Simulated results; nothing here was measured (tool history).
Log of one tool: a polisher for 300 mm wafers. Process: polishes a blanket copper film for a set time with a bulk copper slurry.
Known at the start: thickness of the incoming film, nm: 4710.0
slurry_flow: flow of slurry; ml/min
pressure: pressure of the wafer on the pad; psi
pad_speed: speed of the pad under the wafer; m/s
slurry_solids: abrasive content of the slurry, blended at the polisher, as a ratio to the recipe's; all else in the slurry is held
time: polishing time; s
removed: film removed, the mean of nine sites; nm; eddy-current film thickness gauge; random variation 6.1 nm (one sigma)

| run | day | slurry_flow | pressure | pad_speed | slurry_solids | time | removed |
|---|---|---|---|---|---|---|---|
| 1 | 0.000 | 295 | 2.5 | 1.24 | 1.0 | 77 | 845.68 |
| 2 | 0.138 | 295 | 2.4 | 1.24 | 1.0 | 77 | 815.36 |
| 3 | 0.367 | 295 | 2.3 | 1.24 | 1.0 | 77 | 777.25 |
| 4 | 0.662 | 295 | 2.8 | 1.24 | 1.0 | 77 | 898.75 |
| 5 | 0.862 | 295 | 2.8 | 1.24 | 1.0 | 77 | 912.14 |
| 6 | 1.112 | 295 | 2.6 | 1.24 | 1.0 | 77 | 874.33 |
| 7 | 1.375 | 295 | 2.6 | 1.24 | 1.0 | 77 | 865.93 |
| 8 | 1.462 | 295 | 2.4 | 1.24 | 1.0 | 77 | 816.45 |
| 9 | 1.808 | 295 | 2.3 | 1.24 | 1.0 | 77 | 762.54 |

The next listed run, before its measurement:
| 10 | 2.154 | 295 | 2.3 | 1.24 | 1.0 | 77 | ? |

removed: 791.28 nm
